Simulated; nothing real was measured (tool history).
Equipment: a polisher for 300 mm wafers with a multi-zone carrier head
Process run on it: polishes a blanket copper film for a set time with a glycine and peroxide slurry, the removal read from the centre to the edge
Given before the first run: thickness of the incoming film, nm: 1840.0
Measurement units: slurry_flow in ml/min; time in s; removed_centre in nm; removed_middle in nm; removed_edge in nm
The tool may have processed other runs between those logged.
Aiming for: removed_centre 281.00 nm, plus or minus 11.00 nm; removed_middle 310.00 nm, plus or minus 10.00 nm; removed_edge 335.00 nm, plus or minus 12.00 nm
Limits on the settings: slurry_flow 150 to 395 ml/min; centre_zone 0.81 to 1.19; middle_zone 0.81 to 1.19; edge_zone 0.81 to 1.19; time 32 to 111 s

run,hour,slurry_flow,centre_zone,middle_zone,edge_zone,time,removed_centre,removed_middle,removed_edge
1,0.0,250,1.00,1.00,1.00,71,375.00,360.95,366.52
2,7.1,250,1.00,1.00,0.94,71,367.02,362.63,351.04
3,9.9,240,0.95,0.97,0.94,70,341.07,348.40,351.42
4,12.9,240,0.95,1.00,0.94,70,340.71,358.42,345.55
5,19.7,240,0.95,0.96,0.94,70,345.01,346.61,346.15
6,27.7,230,0.92,0.94,0.95,69,326.64,335.10,344.08
7,33.5,225,0.89,0.92,0.95,69,311.88,327.98,342.78
8,42.2,220,0.87,0.91,0.95,69,314.11,319.41,334.33
9,43.8,225,0.81,0.96,1.05,64,262.85,313.72,328.03
10,44.3,230,0.82,0.95,1.05,64,263.66,310.53,329.18

Which single option among these 4 for the next run brings every result within its allowed miss of target? Just one does.
A,44.8,195,0.86,0.94,1.05,65,?,?,?
B,44.8,215,0.81,0.96,1.07,62,?,?,?
C,44.8,270,0.88,0.91,1.04,66,?,?,?
D,44.8,225,0.81,0.93,1.11,63,?,?,?

move,removed_centre,removed_middle,removed_edge
A,278.48,312.05,331.39
B,253.07,306.26,321.54
C,300.21,318.80,343.52
D,258.46,304.48,334.15
A: every result within its allowed miss
B: moves away from the targets compared with the last run
C: takes the biggest miss from the last run beyond its target
D: moves away from the targets compared with the last run
So the answer is move A, the one that meets all the targets.
